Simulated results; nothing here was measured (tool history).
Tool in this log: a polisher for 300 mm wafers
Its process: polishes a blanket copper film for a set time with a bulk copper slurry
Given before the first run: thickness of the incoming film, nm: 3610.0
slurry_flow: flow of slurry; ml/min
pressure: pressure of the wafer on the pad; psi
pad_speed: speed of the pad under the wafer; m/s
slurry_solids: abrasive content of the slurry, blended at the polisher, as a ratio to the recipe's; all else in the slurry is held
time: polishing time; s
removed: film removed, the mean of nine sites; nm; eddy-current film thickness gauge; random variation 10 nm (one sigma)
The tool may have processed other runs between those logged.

run	hour	slurry_flow	pressure	pad_speed	slurry_solids	time	removed
1	0	265	3.4	1.4	1	49	718.9
2	2.5	320	3.4	1.4	1	49	739.61
3	4.5	320	4	1.4	1	49	870.89
4	13.1	385	4	1.4	1	49	866.81
5	21.8	385	4.2	1.4	1	49	931.14
6	25.2	385	4.2	1.22	1	49	820.39
7	32.2	385	4.4	1.22	1	49	853.4
8	36.9	385	4.6	1.22	1	49	877.46
9	38.3	385	4.8	1.22	1	49	927.18
10	44.5	385	4.9	1.22	1	49	917.8
11	46.2	385	5	1.24	1	49	970.29

Expected results for the next run?
12	51.5	385	5	1.24	1	49	?

{"run 12": {"removed": 971.33}}
